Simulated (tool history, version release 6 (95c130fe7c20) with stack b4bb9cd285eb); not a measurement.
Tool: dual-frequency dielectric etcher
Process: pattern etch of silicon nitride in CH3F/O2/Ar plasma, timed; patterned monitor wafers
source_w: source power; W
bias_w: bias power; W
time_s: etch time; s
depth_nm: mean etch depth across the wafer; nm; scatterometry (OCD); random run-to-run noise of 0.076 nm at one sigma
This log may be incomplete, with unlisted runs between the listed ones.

run  hour  source_w  bias_w  time_s  depth_nm
  1     0       310      94    34.5    23.945
  2   2.9       310      94    34.5    23.842
  3     8       310      94    31.5    21.857
  4  12.4       310      94    34.5    23.908
  5  13.9       280      91    34.5    22.592
  6  14.7       280      91    34.5     22.46

Forecast run 7:
  7  20.8       260      89    34.5         ?

depth_nm: 21.574 nm
